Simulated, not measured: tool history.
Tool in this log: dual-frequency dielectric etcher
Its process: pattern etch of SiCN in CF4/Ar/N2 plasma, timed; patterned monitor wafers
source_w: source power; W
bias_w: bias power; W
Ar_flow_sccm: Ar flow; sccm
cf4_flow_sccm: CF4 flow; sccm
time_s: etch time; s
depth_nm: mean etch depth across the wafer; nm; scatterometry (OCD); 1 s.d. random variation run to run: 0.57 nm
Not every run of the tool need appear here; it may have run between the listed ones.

Run 1, hour 0: source_w 470 W, bias_w 91 W, Ar_flow_sccm 138 sccm, cf4_flow_sccm 78 sccm, time_s 112.5 s. Result: depth_nm 102.02 nm.
Run 2, hour 5: source_w 470 W, bias_w 91 W, Ar_flow_sccm 138 sccm, cf4_flow_sccm 78 sccm, time_s 112.5 s. Result: depth_nm 101.39 nm.
Run 3, hour 11.7: source_w 470 W, bias_w 91 W, Ar_flow_sccm 118 sccm, cf4_flow_sccm 78 sccm, time_s 112.5 s. Result: depth_nm 105.28 nm.
Run 4, hour 18.2: source_w 470 W, bias_w 91 W, Ar_flow_sccm 118 sccm, cf4_flow_sccm 66 sccm, time_s 112.5 s. Result: depth_nm 103.74 nm.
Run 5, hour 25.6: source_w 520 W, bias_w 91 W, Ar_flow_sccm 118 sccm, cf4_flow_sccm 66 sccm, time_s 112.5 s. Result: depth_nm 113.22 nm.
Run 6, hour 29.4: source_w 490 W, bias_w 90 W, Ar_flow_sccm 118 sccm, cf4_flow_sccm 66 sccm, time_s 112.5 s. Result: depth_nm 107.39 nm.
Run 7, hour 35.5: source_w 460 W, bias_w 89 W, Ar_flow_sccm 118 sccm, cf4_flow_sccm 66 sccm, time_s 112.5 s. Result: depth_nm 99.405 nm.

For run 8, what comes out?
Run 8, hour 36.1: source_w 360 W, bias_w 87 W, Ar_flow_sccm 119 sccm, cf4_flow_sccm 66 sccm, time_s 112.5 s. Result: depth_nm ?.

{"run 8": {"depth_nm": 77.823}}

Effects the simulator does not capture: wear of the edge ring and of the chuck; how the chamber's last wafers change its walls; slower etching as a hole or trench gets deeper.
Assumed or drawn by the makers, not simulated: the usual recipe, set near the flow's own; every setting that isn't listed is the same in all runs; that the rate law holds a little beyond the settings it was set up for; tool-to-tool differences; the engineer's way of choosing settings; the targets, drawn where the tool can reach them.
